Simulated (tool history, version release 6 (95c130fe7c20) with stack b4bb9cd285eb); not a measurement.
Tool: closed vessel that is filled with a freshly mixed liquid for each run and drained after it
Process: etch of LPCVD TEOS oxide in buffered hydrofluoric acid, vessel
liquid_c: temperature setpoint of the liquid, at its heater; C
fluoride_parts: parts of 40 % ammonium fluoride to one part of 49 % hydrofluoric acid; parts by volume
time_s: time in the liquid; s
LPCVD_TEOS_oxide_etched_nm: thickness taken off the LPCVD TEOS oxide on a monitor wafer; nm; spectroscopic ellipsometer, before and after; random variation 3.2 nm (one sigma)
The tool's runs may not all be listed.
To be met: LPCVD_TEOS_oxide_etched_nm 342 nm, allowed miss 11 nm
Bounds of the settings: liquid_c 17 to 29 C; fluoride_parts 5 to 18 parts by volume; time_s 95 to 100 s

Run 1, hour 0: liquid_c 21 C, fluoride_parts 11 parts by volume, time_s 95 s. Result: LPCVD_TEOS_oxide_etched_nm 241.72 nm.
Run 2, hour 5.3: liquid_c 21 C, fluoride_parts 14 parts by volume, time_s 95 s. Result: LPCVD_TEOS_oxide_etched_nm 192.92 nm.
Run 3, hour 12.5: liquid_c 22 C, fluoride_parts 13.5 parts by volume, time_s 95 s. Result: LPCVD_TEOS_oxide_etched_nm 209.75 nm.
Run 4, hour 20.4: liquid_c 22 C, fluoride_parts 13.5 parts by volume, time_s 100 s. Result: LPCVD_TEOS_oxide_etched_nm 222.22 nm.
Run 5, hour 25.3: liquid_c 25 C, fluoride_parts 13.5 parts by volume, time_s 100 s. Result: LPCVD_TEOS_oxide_etched_nm 258.95 nm.
Run 6, hour 26.2: liquid_c 25 C, fluoride_parts 13.5 parts by volume, time_s 100 s. Result: LPCVD_TEOS_oxide_etched_nm 264.19 nm.
Run 7, hour 34.8: liquid_c 25.5 C, fluoride_parts 13.5 parts by volume, time_s 100 s. Result: LPCVD_TEOS_oxide_etched_nm 269.41 nm.
Run 8, hour 38.8: liquid_c 26 C, fluoride_parts 13.5 parts by volume, time_s 100 s. Result: LPCVD_TEOS_oxide_etched_nm 272.41 nm.
Run 9, hour 47.8: liquid_c 26.5 C, fluoride_parts 13.5 parts by volume, time_s 100 s. Result: LPCVD_TEOS_oxide_etched_nm 287.78 nm.
Run 10, hour 49.9: liquid_c 27 C, fluoride_parts 13.5 parts by volume, time_s 100 s. Result: LPCVD_TEOS_oxide_etched_nm 288.34 nm.
Run 11, hour 57.2: liquid_c 27.5 C, fluoride_parts 13.5 parts by volume, time_s 100 s. Result: LPCVD_TEOS_oxide_etched_nm 296.99 nm.
Run 12, hour 64.7: liquid_c 28.5 C, fluoride_parts 13 parts by volume, time_s 100 s. Result: LPCVD_TEOS_oxide_etched_nm 323.78 nm.

Which of these 5 next moves meets every target?
Run A, hour 72.2: liquid_c 29 C, fluoride_parts 12 parts by volume, time_s 95 s. Result: LPCVD_TEOS_oxide_etched_nm ?.
Run B, hour 72.2: liquid_c 29 C, fluoride_parts 13.5 parts by volume, time_s 95 s. Result: LPCVD_TEOS_oxide_etched_nm ?.
Run C, hour 72.2: liquid_c 27.5 C, fluoride_parts 11 parts by volume, time_s 100 s. Result: LPCVD_TEOS_oxide_etched_nm ?.
Run D, hour 72.2: liquid_c 28.5 C, fluoride_parts 13 parts by volume, time_s 95 s. Result: LPCVD_TEOS_oxide_etched_nm ?.
Run E, hour 72.2: liquid_c 28.5 C, fluoride_parts 11 parts by volume, time_s 95 s. Result: LPCVD_TEOS_oxide_etched_nm ?.

move  LPCVD_TEOS_oxide_etched_nm
   A                      348.56
   B                      310.66
   C                      368.84
   D                      313.93
   E                      369.52
A: meets every target
B: further off than the last run
C: takes the result that was furthest off past its target
D: further off than the last run
E: takes the result that was furthest off past its target
Move A is the one to make.
